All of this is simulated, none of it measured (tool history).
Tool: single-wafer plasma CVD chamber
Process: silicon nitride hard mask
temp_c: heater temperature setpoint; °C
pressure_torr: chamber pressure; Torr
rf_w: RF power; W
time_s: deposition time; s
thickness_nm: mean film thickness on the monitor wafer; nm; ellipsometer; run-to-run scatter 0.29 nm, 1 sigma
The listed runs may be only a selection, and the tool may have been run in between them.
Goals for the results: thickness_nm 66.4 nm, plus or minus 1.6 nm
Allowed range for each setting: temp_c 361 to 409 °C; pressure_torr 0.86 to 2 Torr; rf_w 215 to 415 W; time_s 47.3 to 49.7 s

| run | day | temp_c | pressure_torr | rf_w | time_s | thickness_nm |
|---|---|---|---|---|---|---|
| 1 | 0 | 385 | 1.43 | 315 | 49.7 | 56.558 |
| 2 | 0.121 | 385 | 1.55 | 325 | 49.7 | 59.228 |
| 3 | 0.442 | 385 | 1.55 | 290 | 49.7 | 53.424 |
| 4 | 0.662 | 385 | 1.31 | 290 | 49.7 | 50.852 |
| 5 | 1 | 385 | 1.46 | 305 | 49.7 | 55.26 |
| 6 | 1.262 | 385 | 1.46 | 285 | 49.7 | 51.661 |
| 7 | 1.529 | 385 | 1.57 | 300 | 49.7 | 55.119 |
| 8 | 1.638 | 385 | 1.65 | 315 | 49.7 | 59.265 |
| 9 | 1.771 | 385 | 1.73 | 320 | 49.7 | 60.224 |
| 10 | 1.8 | 385 | 1.78 | 325 | 49.7 | 62.058 |
| 11 | 2.162 | 385 | 1.82 | 330 | 49.7 | 62.785 |
| 12 | 2.408 | 385 | 1.85 | 335 | 49.7 | 63.916 |
| 13 | 2.55 | 385 | 1.88 | 335 | 49.7 | 63.972 |

Next run, 5 choices. One meets every target within its allowed miss, the rest don't. Which?
| A | 2.692 | 384 | 1.9 | 365 | 49.7 | ? |
| B | 2.692 | 391 | 1.76 | 345 | 47.3 | ? |
| C | 2.692 | 396 | 1.85 | 370 | 49.7 | ? |
| D | 2.692 | 374 | 1.8 | 325 | 49.7 | ? |
| E | 2.692 | 375 | 1.83 | 370 | 47.3 | ? |

| move | thickness_nm |
|---|---|
| A | 69.372 |
| B | 61.567 |
| C | 69.324 |
| D | 62.277 |
| E | 66.293 |
A: the result that was furthest off in the last run now lies on the other side of its target
B: moves away from the targets compared with the last run
C: the result that was furthest off in the last run now lies on the other side of its target
D: moves away from the targets compared with the last run
E: every result within its allowed miss
E meets every target.

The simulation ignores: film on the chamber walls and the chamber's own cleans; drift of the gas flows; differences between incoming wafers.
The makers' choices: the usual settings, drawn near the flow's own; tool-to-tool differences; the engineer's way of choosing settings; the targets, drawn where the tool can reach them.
